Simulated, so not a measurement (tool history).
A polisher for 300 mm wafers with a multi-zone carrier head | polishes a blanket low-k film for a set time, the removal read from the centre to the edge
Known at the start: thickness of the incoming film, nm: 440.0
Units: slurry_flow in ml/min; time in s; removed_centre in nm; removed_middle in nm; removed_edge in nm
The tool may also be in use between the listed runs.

Run 1, hour 0: slurry_flow 190 ml/min, centre_zone 1, middle_zone 1, edge_zone 1, slurry_solids 1, time 34 s. Result: removed_centre 9.1248 nm, removed_middle 9.3648 nm, removed_edge 9.406 nm.
Run 2, hour 7.6: slurry_flow 190 ml/min, centre_zone 1, middle_zone 1, edge_zone 1.05, slurry_solids 1, time 34 s. Result: removed_centre 9.2195 nm, removed_middle 9.049 nm, removed_edge 9.7492 nm.
Run 3, hour 12.9: slurry_flow 190 ml/min, centre_zone 0.95, middle_zone 1, edge_zone 1.05, slurry_solids 1, time 34 s. Result: removed_centre 8.8475 nm, removed_middle 9.2042 nm, removed_edge 9.5875 nm.
Run 4, hour 21: slurry_flow 215 ml/min, centre_zone 0.95, middle_zone 1, edge_zone 1.05, slurry_solids 1, time 34 s. Result: removed_centre 8.9186 nm, removed_middle 9.4018 nm, removed_edge 9.7029 nm.
Run 5, hour 22.2: slurry_flow 215 ml/min, centre_zone 0.95, middle_zone 1.03, edge_zone 1.08, slurry_solids 1.15, time 35 s. Result: removed_centre 9.8089 nm, removed_middle 10.471 nm, removed_edge 10.541 nm.
Run 6, hour 29.4: slurry_flow 215 ml/min, centre_zone 0.95, middle_zone 1.03, edge_zone 1.08, slurry_solids 1.15, time 30 s. Result: removed_centre 8.2378 nm, removed_middle 8.9946 nm, removed_edge 9.2447 nm.
Run 7, hour 34: slurry_flow 230 ml/min, centre_zone 0.93, middle_zone 1.06, edge_zone 1.18, slurry_solids 1.4, time 40 s. Result: removed_centre 11.956 nm, removed_middle 13.128 nm, removed_edge 13.836 nm.

Forecast run 8:
Run 8, hour 41.1: slurry_flow 235 ml/min, centre_zone 0.94, middle_zone 1.07, edge_zone 1.18, slurry_solids 1.45, time 40 s. Result: removed_centre ?, removed_middle ?, removed_edge ?.

Run 8 gave removed_centre 11.896 nm, removed_middle 13.378 nm, removed_edge 14.07 nm.
